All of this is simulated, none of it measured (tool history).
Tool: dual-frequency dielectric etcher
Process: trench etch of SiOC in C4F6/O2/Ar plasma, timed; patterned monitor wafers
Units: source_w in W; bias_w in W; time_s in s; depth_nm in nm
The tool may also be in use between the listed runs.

| run | hour | source_w | bias_w | time_s | depth_nm |
|---|---|---|---|---|---|
| 1 | 0.0 | 430 | 228 | 10 | 27.966 |
| 2 | 5.6 | 430 | 253 | 10 | 28.674 |
| 3 | 11.8 | 420 | 251 | 10 | 28.485 |
| 4 | 14.1 | 420 | 266 | 10 | 28.769 |
| 5 | 21.1 | 420 | 242 | 10 | 27.952 |
| 6 | 27.9 | 420 | 260 | 10 | 28.730 |

Forecast run 7:
| 7 | 32.9 | 330 | 238 | 10 | ? |

Run 7 gave depth_nm 26.266 nm.
